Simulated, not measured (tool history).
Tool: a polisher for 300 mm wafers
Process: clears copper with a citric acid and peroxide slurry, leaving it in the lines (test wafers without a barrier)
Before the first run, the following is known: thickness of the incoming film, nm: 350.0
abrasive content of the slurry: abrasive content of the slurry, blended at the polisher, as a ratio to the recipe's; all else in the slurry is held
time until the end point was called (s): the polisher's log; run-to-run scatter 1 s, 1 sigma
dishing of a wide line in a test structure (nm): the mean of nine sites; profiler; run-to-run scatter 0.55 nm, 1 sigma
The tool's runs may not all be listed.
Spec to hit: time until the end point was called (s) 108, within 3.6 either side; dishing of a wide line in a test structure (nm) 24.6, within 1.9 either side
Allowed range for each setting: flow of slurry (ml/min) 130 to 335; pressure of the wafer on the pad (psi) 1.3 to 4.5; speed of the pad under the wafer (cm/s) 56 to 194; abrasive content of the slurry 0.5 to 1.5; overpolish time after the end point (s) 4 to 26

| run | hour | flow of slurry (ml/min) | pressure of the wafer on the pad (psi) | speed of the pad under the wafer (cm/s) | abrasive content of the slurry | overpolish time after the end point (s) | time until the end point was called (s) | dishing of a wide line in a test structure (nm) |
|---|---|---|---|---|---|---|---|---|
| 1 | 0 | 215 | 2.9 | 124 | 1 | 13 | 154.16 | 21.383 |
| 2 | 7.7 | 220 | 3.1 | 124 | 1 | 12 | 144.76 | 19.734 |
| 3 | 13.6 | 220 | 3.1 | 124 | 1.15 | 12 | 143.08 | 19.758 |
| 4 | 20 | 220 | 3.6 | 124 | 1.15 | 12 | 125.59 | 23.041 |
| 5 | 28.5 | 220 | 3.6 | 124 | 1.15 | 14 | 124.46 | 27.031 |
| 6 | 31.8 | 185 | 3.6 | 124 | 1.15 | 14 | 128.09 | 25.747 |
| 7 | 38 | 195 | 3.7 | 124 | 1.15 | 13 | 125.8 | 24.816 |
| 8 | 41.2 | 210 | 3.8 | 124 | 1.15 | 13 | 121.55 | 26.407 |
| 9 | 48 | 220 | 3.9 | 124 | 1.15 | 12 | 115.69 | 24.578 |
| 10 | 54.4 | 225 | 3.9 | 124 | 1.15 | 12 | 115.4 | 25.112 |
| 11 | 56.7 | 230 | 3.9 | 124 | 1.15 | 12 | 117.03 | 23.682 |
| 12 | 61.7 | 230 | 4 | 124 | 1.15 | 12 | 115.35 | 25.538 |
| 13 | 65.8 | 230 | 4.1 | 124 | 1.15 | 11 | 113.69 | 23.37 |

5 next moves are on the table. One of them brings every result within its allowed miss. Which?
| A | 69.9 | 250 | 4.5 | 130 | 1.05 | 10 | ? | ? |
| B | 69.9 | 235 | 4.4 | 116 | 1.2 | 11 | ? | ? |
| C | 69.9 | 175 | 4.5 | 138 | 0.95 | 9 | ? | ? |
| D | 69.9 | 245 | 4.5 | 136 | 1 | 10 | ? | ? |
| E | 69.9 | 250 | 4.5 | 116 | 1.05 | 9 | ? | ? |

| move | time until the end point was called (s) | dishing of a wide line in a test structure (nm) |
|---|---|---|
| A | 102.05 | 24.59 |
| B | 110.05 | 24.991 |
| C | 103.6 | 22.193 |
| D | 100.04 | 25.003 |
| E | 109.96 | 21.083 |
A: moves the result that the last run missed by most past its target, out the other side
B: every result lands within tolerance
C: moves the result that the last run missed by most past its target, out the other side
D: moves the result that the last run missed by most past its target, out the other side
E: brings the last run's worst result on target, with another outside its allowed miss
The right move is B.

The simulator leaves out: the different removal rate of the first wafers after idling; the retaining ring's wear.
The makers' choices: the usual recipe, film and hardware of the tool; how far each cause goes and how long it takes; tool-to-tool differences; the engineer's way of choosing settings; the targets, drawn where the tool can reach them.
